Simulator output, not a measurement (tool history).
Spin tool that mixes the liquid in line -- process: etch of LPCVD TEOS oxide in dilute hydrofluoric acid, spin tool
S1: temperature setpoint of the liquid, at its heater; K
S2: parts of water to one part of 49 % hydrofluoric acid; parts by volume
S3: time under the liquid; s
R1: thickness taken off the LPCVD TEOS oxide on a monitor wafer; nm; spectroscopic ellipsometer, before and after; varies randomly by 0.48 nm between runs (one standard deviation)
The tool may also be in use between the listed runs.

| run | hour | S1 | S2 | S3 | R1 |
|---|---|---|---|---|---|
| 1 | 0.0 | 298.15 | 120 | 90 | 42.197 |
| 2 | 0.9 | 300.15 | 115 | 90 | 48.344 |
| 3 | 6.8 | 300.15 | 115 | 100 | 53.265 |
| 4 | 13.2 | 298.15 | 115 | 100 | 48.808 |
| 5 | 17.7 | 299.65 | 115 | 100 | 51.532 |
| 6 | 20.4 | 301.15 | 115 | 100 | 54.958 |

The next listed run, before its measurement:
| 7 | 22.2 | 302.65 | 115 | 100 | ? |

{"run 7": {"R1": 58.302}}
